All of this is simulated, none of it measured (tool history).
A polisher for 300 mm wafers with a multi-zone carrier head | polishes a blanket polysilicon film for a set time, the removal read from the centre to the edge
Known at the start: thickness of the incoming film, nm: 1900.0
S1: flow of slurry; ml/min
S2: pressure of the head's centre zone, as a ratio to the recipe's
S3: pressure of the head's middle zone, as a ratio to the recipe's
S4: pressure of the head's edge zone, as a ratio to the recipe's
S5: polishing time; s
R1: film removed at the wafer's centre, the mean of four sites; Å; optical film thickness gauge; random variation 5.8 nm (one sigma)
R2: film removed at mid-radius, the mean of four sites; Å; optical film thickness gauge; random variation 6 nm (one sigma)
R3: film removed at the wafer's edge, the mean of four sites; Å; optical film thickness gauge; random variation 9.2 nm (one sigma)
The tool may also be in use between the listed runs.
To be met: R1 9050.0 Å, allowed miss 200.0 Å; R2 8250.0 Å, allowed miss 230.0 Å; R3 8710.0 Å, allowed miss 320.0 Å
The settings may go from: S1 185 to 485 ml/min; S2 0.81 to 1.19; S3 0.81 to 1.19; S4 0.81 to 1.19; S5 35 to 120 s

{"run": 1, "hour": 0.0, "S1": 310, "S2": 1.0, "S3": 1.0, "S4": 1.0, "S5": 77, "R1": 7259.9, "R2": 7461.8, "R3": 7405.5}
{"run": 2, "hour": 1.4, "S1": 310, "S2": 0.96, "S3": 1.0, "S4": 1.0, "S5": 77, "R1": 7021.9, "R2": 7351.8, "R3": 7348.0}
{"run": 3, "hour": 8.1, "S1": 310, "S2": 0.96, "S3": 1.0, "S4": 1.0, "S5": 59, "R1": 5253.6, "R2": 5619.3, "R3": 5614.4}
{"run": 4, "hour": 12.6, "S1": 320, "S2": 1.01, "S3": 1.01, "S4": 1.04, "S5": 64, "R1": 6042.0, "R2": 6233.5, "R3": 6274.9}
{"run": 5, "hour": 15.5, "S1": 335, "S2": 1.05, "S3": 1.01, "S4": 1.08, "S5": 68, "R1": 6777.6, "R2": 6588.1, "R3": 6878.8}
{"run": 6, "hour": 22.1, "S1": 345, "S2": 1.08, "S3": 1.03, "S4": 1.11, "S5": 71, "R1": 7341.7, "R2": 7072.5, "R3": 7188.0}
{"run": 7, "hour": 23.0, "S1": 350, "S2": 1.09, "S3": 1.03, "S4": 1.13, "S5": 74, "R1": 7642.0, "R2": 7333.7, "R3": 7559.2}
{"run": 8, "hour": 24.9, "S1": 355, "S2": 1.1, "S3": 1.03, "S4": 1.14, "S5": 76, "R1": 8072.9, "R2": 7520.7, "R3": 7906.6}
{"run": 9, "hour": 26.3, "S1": 365, "S2": 1.11, "S3": 1.04, "S4": 1.15, "S5": 77, "R1": 8170.1, "R2": 7770.6, "R3": 7997.4}
{"run": 10, "hour": 35.0, "S1": 370, "S2": 1.12, "S3": 1.04, "S4": 1.16, "S5": 78, "R1": 8390.3, "R2": 7915.7, "R3": 8171.6}
{"run": 11, "hour": 37.1, "S1": 380, "S2": 1.13, "S3": 1.04, "S4": 1.17, "S5": 79, "R1": 8586.8, "R2": 7933.2, "R3": 8255.2}
{"run": 12, "hour": 45.3, "S1": 380, "S2": 1.13, "S3": 1.04, "S4": 1.17, "S5": 80, "R1": 8781.4, "R2": 8092.4, "R3": 8433.9}

Which of these 4 next moves meets every target?
{"run": "A", "hour": 53.5, "S1": 415, "S2": 1.07, "S3": 1.05, "S4": 1.19, "S5": 82, "R1": "?", "R2": "?", "R3": "?"}
{"run": "B", "hour": 53.5, "S1": 255, "S2": 1.09, "S3": 1.11, "S4": 1.18, "S5": 83, "R1": "?", "R2": "?", "R3": "?"}
{"run": "C", "hour": 53.5, "S1": 275, "S2": 1.03, "S3": 0.97, "S4": 1.08, "S5": 90, "R1": "?", "R2": "?", "R3": "?"}
{"run": "D", "hour": 53.5, "S1": 330, "S2": 1.16, "S3": 1.05, "S4": 1.19, "S5": 82, "R1": "?", "R2": "?", "R3": "?"}

move=A R1=8439.7 R2=8393.2 R3=8820.8
move=B R1=8279.6 R2=8503.9 R3=8575.5
move=C R1=8553.8 R2=8311.9 R3=8961.7
move=D R1=8969.0 R2=8233.9 R3=8694.3
A: further off than the last run
B: further off than the last run
C: further off than the last run
D: meets every target
The right move is D.
